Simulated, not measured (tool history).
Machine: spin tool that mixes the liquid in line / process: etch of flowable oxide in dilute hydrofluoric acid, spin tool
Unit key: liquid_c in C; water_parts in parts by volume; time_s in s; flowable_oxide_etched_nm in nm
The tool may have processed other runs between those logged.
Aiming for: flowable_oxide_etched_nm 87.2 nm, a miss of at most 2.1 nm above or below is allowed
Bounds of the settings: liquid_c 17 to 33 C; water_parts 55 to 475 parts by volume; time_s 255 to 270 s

{"run": 1, "hour": 0.0, "liquid_c": 25, "water_parts": 265, "time_s": 255, "flowable_oxide_etched_nm": 38.316}
{"run": 2, "hour": 7.5, "liquid_c": 25, "water_parts": 340, "time_s": 255, "flowable_oxide_etched_nm": 27.832}
{"run": 3, "hour": 9.7, "liquid_c": 25, "water_parts": 395, "time_s": 255, "flowable_oxide_etched_nm": 22.681}
{"run": 4, "hour": 17.6, "liquid_c": 26.5, "water_parts": 395, "time_s": 255, "flowable_oxide_etched_nm": 23.55}
{"run": 5, "hour": 24.2, "liquid_c": 26.5, "water_parts": 345, "time_s": 255, "flowable_oxide_etched_nm": 28.606}
{"run": 6, "hour": 31.2, "liquid_c": 28, "water_parts": 345, "time_s": 255, "flowable_oxide_etched_nm": 29.913}
{"run": 7, "hour": 32.6, "liquid_c": 29, "water_parts": 285, "time_s": 255, "flowable_oxide_etched_nm": 40.115}
{"run": 8, "hour": 34.2, "liquid_c": 30, "water_parts": 245, "time_s": 255, "flowable_oxide_etched_nm": 50.239}
{"run": 9, "hour": 40.7, "liquid_c": 33, "water_parts": 140, "time_s": 255, "flowable_oxide_etched_nm": 112.55}
{"run": 10, "hour": 48.3, "liquid_c": 29, "water_parts": 140, "time_s": 255, "flowable_oxide_etched_nm": 96.788}
{"run": 11, "hour": 55.2, "liquid_c": 28.5, "water_parts": 140, "time_s": 255, "flowable_oxide_etched_nm": 94.938}

Consider the 4 candidate settings below. Which is the only one whose results all fall within their allowed miss of target?
{"run": "A", "hour": 62.1, "liquid_c": 27.5, "water_parts": 135, "time_s": 255, "flowable_oxide_etched_nm": "?"}
{"run": "B", "hour": 62.1, "liquid_c": 30, "water_parts": 145, "time_s": 270, "flowable_oxide_etched_nm": "?"}
{"run": "C", "hour": 62.1, "liquid_c": 30, "water_parts": 165, "time_s": 270, "flowable_oxide_etched_nm": "?"}
{"run": "D", "hour": 62.1, "liquid_c": 29, "water_parts": 140, "time_s": 270, "flowable_oxide_etched_nm": "?"}

move=A flowable_oxide_etched_nm=95.92
move=B flowable_oxide_etched_nm=102.31
move=C flowable_oxide_etched_nm=87.603
move=D flowable_oxide_etched_nm=102.86
A: misses by more than the last run did
B: misses by more than the last run did
C: hits every target within its allowed miss
D: misses by more than the last run did
Move C is the one to make.

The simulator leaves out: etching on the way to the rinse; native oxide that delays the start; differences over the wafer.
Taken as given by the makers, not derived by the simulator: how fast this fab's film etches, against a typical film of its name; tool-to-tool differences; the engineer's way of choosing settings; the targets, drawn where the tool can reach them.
